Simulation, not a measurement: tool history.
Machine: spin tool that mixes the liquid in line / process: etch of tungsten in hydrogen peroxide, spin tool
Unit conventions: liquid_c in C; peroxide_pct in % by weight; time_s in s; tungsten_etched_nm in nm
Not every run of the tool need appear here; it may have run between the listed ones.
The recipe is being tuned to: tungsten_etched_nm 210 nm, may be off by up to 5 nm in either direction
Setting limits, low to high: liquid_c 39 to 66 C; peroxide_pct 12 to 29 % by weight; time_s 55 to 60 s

| run | hour | liquid_c | peroxide_pct | time_s | tungsten_etched_nm |
|---|---|---|---|---|---|
| 1 | 0 | 55 | 19.5 | 55 | 127.98 |
| 2 | 3.1 | 56.5 | 19.5 | 55 | 138.21 |
| 3 | 10.9 | 56.5 | 15.5 | 55 | 123.93 |
| 4 | 12.4 | 56.5 | 12.5 | 55 | 112.14 |
| 5 | 20.9 | 58.5 | 13 | 55 | 128.1 |
| 6 | 26.4 | 60 | 13.5 | 55 | 142.46 |
| 7 | 29.2 | 61.5 | 13.5 | 55 | 154.69 |
| 8 | 32 | 62.5 | 14 | 55 | 166.14 |
| 9 | 39.1 | 63 | 14 | 55 | 173.38 |
| 10 | 40.8 | 63 | 14 | 55 | 170.62 |

Of the 4 settings listed for the next run, only one would bring every result within its allowed miss of target. Which one?
| A | 42.5 | 58.5 | 12 | 55 | ? |
| B | 42.5 | 65.5 | 13.5 | 60 | ? |
| C | 42.5 | 58 | 14.5 | 55 | ? |
| D | 42.5 | 59.5 | 12 | 55 | ? |

| move | tungsten_etched_nm |
|---|---|
| A | 124.28 |
| B | 214.05 |
| C | 132.7 |
| D | 131.68 |
A: the biggest miss grows against the last run
B: each result inside its tolerance
C: the biggest miss grows against the last run
D: the biggest miss grows against the last run
B meets every target.
